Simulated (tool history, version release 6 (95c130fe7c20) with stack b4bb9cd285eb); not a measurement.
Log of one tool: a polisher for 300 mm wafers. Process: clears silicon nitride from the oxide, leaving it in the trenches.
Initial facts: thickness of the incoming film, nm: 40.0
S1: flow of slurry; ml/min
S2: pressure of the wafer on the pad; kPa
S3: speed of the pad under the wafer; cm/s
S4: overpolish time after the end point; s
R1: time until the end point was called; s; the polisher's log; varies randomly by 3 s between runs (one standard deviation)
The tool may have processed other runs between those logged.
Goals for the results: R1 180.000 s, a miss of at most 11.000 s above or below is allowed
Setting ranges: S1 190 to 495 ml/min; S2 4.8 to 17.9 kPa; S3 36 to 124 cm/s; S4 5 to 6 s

| run | hour | S1 | S2 | S3 | S4 | R1 |
|---|---|---|---|---|---|---|
| 1 | 0.0 | 320 | 11.0 | 80 | 6 | 99.579 |
| 2 | 5.0 | 320 | 9.7 | 78 | 6 | 116.780 |
| 3 | 13.0 | 320 | 9.7 | 86 | 6 | 106.780 |
| 4 | 21.9 | 350 | 9.7 | 86 | 6 | 103.970 |
| 5 | 24.7 | 350 | 9.0 | 84 | 6 | 114.840 |
| 6 | 29.6 | 350 | 9.0 | 84 | 5 | 118.290 |
| 7 | 36.0 | 350 | 8.3 | 84 | 5 | 125.110 |
| 8 | 37.6 | 350 | 7.6 | 84 | 5 | 133.090 |
| 9 | 41.5 | 350 | 6.9 | 84 | 5 | 146.860 |
| 10 | 46.9 | 350 | 6.2 | 84 | 5 | 164.020 |

Below are 4 possible settings for the next run. Only one of them brings all results inside the allowed miss of their targets. Which is it?
| A | 52.3 | 240 | 5.5 | 102 | 5 | ? |
| B | 52.3 | 345 | 5.5 | 86 | 5 | ? |
| C | 52.3 | 405 | 6.9 | 84 | 6 | ? |
| D | 52.3 | 335 | 6.2 | 96 | 5 | ? |

| move | R1 |
|---|---|
| A | 165.680 |
| B | 183.010 |
| C | 149.060 |
| D | 150.290 |
A: closes in on the targets versus the last run, not all within tolerance yet
B: each result inside its tolerance
C: further off than the last run
D: further off than the last run
So the answer is move B, the one that meets all the targets.
